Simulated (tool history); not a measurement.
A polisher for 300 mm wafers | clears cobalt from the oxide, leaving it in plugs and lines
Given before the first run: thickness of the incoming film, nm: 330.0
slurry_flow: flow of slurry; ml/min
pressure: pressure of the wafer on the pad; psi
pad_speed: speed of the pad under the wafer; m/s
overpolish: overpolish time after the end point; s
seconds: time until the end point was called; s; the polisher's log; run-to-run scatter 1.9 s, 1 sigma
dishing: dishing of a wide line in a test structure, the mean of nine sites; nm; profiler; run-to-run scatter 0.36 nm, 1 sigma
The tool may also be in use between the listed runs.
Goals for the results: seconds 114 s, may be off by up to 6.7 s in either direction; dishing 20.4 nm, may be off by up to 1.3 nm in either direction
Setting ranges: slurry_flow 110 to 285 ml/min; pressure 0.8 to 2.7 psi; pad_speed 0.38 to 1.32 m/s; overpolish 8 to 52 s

run,hour,slurry_flow,pressure,pad_speed,overpolish,seconds,dishing
1,0,180,1.7,0.84,26,101.79,54.153
2,2.4,180,1.3,0.84,26,127.22,47.457
3,4.5,175,1.2,0.88,22,132.15,39.509
4,12.5,140,1.2,0.88,22,135.53,39.309
5,17.6,140,0.9,0.88,22,170.75,33.953
6,25.4,110,0.9,0.88,22,182.08,32.388
7,30.1,110,0.9,0.96,19,169.37,30.852
8,37.4,110,0.9,1.04,16,163.83,27.519
9,39.9,110,0.9,1.1,14,154.41,25.189
10,44.9,125,0.9,1.16,13,149.14,25.087
11,46.9,120,0.9,1.2,12,139.97,23.133
12,55.5,135,0.9,1.22,11,141.07,22.745
13,63.9,160,0.9,1.24,10,136.38,21.62
14,71.7,175,0.9,1.26,10,131.72,22.153
15,77.9,200,0.9,1.28,10,128.01,22.611
16,83.4,195,1,1.3,9,115.68,21.659
17,86.8,200,1,1.3,9,116.25,22.471
18,89.8,215,1,1.3,9,110.26,21.646
19,96.5,225,0.9,1.3,8,123.44,19.432

Which one of the following 4 next-run settings gets every result inside its allowed miss? There is exactly one.
A,103.2,235,1,1.3,8,?,?
B,103.2,190,0.9,1.28,8,?,?
C,103.2,230,0.8,1.32,8,?,?
D,103.2,210,0.8,1.3,8,?,?

move,seconds,dishing
A,112.34,20.816
B,126.91,18.718
C,132.48,18.025
D,135.46,17.673
A: all results land within tolerance of their targets
B: misses by more than the last run did
C: misses by more than the last run did
D: misses by more than the last run did
The right move is A.
